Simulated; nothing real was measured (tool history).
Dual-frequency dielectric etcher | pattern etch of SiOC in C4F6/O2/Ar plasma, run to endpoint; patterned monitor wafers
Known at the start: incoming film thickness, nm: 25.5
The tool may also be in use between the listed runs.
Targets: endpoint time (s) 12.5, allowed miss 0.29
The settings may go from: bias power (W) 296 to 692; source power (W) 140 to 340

run,hour,bias power (W),source power (W),endpoint time (s)
1,0,494,240,10.851
2,8.8,530,240,10.463
3,14.2,530,210,11.021
4,16.1,530,190,11.503
5,23.9,530,170,11.971
6,27.8,530,210,10.992
7,29.4,504,210,11.317
8,30.2,482,210,11.555
9,36.5,390,200,13.142
10,39,390,200,13.152
11,41.2,400,200,13.046
12,45.5,408,200,12.946
# hour 46.6: source power generator calibrated
13,46.6,414,200,12.83
14,53.2,419,200,12.844

5 next moves are on the table. One of them brings every result within its allowed miss. Which?
A,59.8,330,260,?
B,59.8,421,210,?
C,59.8,430,180,?
D,59.8,537,180,?
E,59.8,376,210,?

move,endpoint time (s)
A,13.061
B,12.552
C,13.234
D,11.824
E,13.311
A: further off than the last run
B: meets every target
C: further off than the last run
D: takes the result that was furthest off past its target
E: further off than the last run
Move B is the one to make.
